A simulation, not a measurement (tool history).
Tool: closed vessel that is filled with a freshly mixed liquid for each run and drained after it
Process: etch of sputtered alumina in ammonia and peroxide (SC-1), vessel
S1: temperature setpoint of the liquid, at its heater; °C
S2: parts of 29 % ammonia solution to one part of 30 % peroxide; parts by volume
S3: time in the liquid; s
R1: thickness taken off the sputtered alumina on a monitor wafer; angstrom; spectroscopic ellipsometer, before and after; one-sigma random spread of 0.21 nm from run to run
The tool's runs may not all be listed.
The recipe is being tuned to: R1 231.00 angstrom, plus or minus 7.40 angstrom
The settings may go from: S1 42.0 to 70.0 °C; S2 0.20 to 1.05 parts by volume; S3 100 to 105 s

run    day    S1    S2   S3      R1
  1  0.000  58.0  0.55  100  130.86
  2  0.329  61.0  0.55  100  156.35
  3  0.429  63.0  0.55  100  171.18
  4  0.667  63.0  0.65  100  170.97
  5  0.808  63.0  0.80  100  176.61
  6  0.917  64.5  0.80  100  190.35
     1.208  -- new drum of ammonia solution connected
  7  1.208  65.5  0.80  100  202.05
  8  1.408  65.5  0.80  100  205.50
  9  1.442  66.0  0.80  100  206.00

Consider the 4 candidate settings below. Which is the only one whose results all fall within their allowed miss of target?
  A  1.475  63.0  0.60  105   ?
  B  1.475  67.0  0.85  105   ?
  C  1.475  62.0  0.90  100   ?
  D  1.475  65.0  0.70  100   ?

move      R1
   A  179.61
   B  226.40
   C  169.00
   D  191.82
A: lands further from the targets than the last run did
B: all results land within tolerance of their targets
C: lands further from the targets than the last run did
D: lands further from the targets than the last run did
B is the move that brings every result within its allowed miss.
